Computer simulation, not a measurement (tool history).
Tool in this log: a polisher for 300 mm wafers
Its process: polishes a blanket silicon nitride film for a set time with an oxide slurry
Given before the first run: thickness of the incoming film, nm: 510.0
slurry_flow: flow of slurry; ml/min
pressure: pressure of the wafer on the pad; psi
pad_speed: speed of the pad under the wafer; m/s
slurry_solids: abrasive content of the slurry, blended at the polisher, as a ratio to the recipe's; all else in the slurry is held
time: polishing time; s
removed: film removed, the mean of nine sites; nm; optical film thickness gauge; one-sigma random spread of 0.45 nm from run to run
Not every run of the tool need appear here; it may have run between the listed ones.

| run | day | slurry_flow | pressure | pad_speed | slurry_solids | time | removed |
|---|---|---|---|---|---|---|---|
| 1 | 0 | 230 | 3.8 | 1.22 | 1 | 74 | 42.846 |
| 2 | 0.3 | 230 | 3.7 | 1.22 | 1 | 74 | 41.471 |
| 3 | 0.529 | 285 | 3.7 | 1.22 | 1 | 74 | 41.762 |
| 4 | 0.604 | 285 | 3.6 | 1.22 | 1 | 74 | 41.561 |
| 5 | 0.958 | 285 | 3.5 | 1.22 | 1 | 74 | 40.699 |
| 6 | 1.3 | 285 | 3.5 | 1.22 | 1 | 78 | 42.91 |
| 7 | 1.392 | 285 | 3.4 | 1.22 | 1 | 78 | 41.755 |
| 8 | 1.75 | 285 | 3.3 | 1.22 | 1 | 78 | 41.324 |
| 9 | 2.096 | 285 | 3.2 | 1.22 | 1 | 78 | 40.513 |
| 10 | 2.15 | 285 | 3.1 | 1.22 | 1 | 78 | 38.731 |
|  | 2.325 | slurry blender recalibrated |
| 11 | 2.325 | 285 | 2.9 | 1.22 | 1 | 78 | 40.33 |
| 12 | 2.4 | 285 | 2.8 | 1.2 | 1 | 78 | 39.247 |
| 13 | 2.454 | 285 | 2.8 | 1.2 | 1 | 78 | 39.103 |

Expected results for the next run?
| 14 | 2.575 | 285 | 2.7 | 1.2 | 1 | 78 | ? |

removed: 38.328 nm

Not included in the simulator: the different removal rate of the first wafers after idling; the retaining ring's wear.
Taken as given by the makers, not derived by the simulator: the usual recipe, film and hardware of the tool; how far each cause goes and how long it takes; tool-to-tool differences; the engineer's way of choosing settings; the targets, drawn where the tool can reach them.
